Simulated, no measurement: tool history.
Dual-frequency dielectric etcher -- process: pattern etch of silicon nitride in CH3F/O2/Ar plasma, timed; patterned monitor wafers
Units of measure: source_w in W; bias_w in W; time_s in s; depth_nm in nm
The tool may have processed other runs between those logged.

run,hour,source_w,bias_w,time_s,depth_nm
1,0,470,60,66,47.551
2,7,490,61,66,47.771
3,9.8,500,64,66.5,50.044
4,10.4,500,60,66.5,48.405
5,11.6,510,62,66.5,48.958
# hour 17.5: bias power generator calibrated
6,17.5,510,65,67,52.059
7,23.3,520,65,67,51.869
8,26.7,530,66,67,52.789
9,27.5,540,66,67,53.148
10,34.4,550,66,67,53.502

Expected results for the next run?
11,37.3,560,66,67,?

depth_nm: 53.578 nm
